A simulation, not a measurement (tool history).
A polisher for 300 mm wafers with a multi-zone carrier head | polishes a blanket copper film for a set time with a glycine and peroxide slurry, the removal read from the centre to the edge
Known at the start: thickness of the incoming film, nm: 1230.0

run  hour  flow of slurry (ml/min)  pressure of the head's centre zone  pressure of the head's middle zone  pressure of the head's edge zone  polishing time (s)  film removed at the wafer's centre (Å)  film removed at mid-radius (Å)  film removed at the wafer's edge (Å)
  1   0.0                      275                                1.00                                1.00                              1.00                  67                                  3626.0                          3547.0                                3630.9
  2   3.7                      275                                1.00                                0.92                              1.00                  67                                  3624.6                          3314.1                                3645.5
  3   8.2                      275                                1.00                                0.92                              1.00                  57                                  3127.0                          2803.1                                3042.2
  4  10.8                      280                                1.02                                0.95                              1.02                  60                                  3392.4                          3026.4                                3264.6
  5  14.4                      280                                1.02                                0.95                              1.09                  60                                  3380.7                          3075.5                                3419.3
  6  20.6                      285                                1.04                                0.98                              1.10                  62                                  3575.3                          3212.8                                3556.3
  7  28.6                      290                                1.06                                1.01                              1.11                  64                                  3705.2                          3458.0                                3631.9

Forecast run 8:
  8  35.9                      290                                1.07                                1.02                              1.12                  66                                       ?                               ?                                     ?

Run 8 gave film removed at the wafer's centre (Å) 3846.0, film removed at mid-radius (Å) 3553.8, film removed at the wafer's edge (Å) 3814.0.
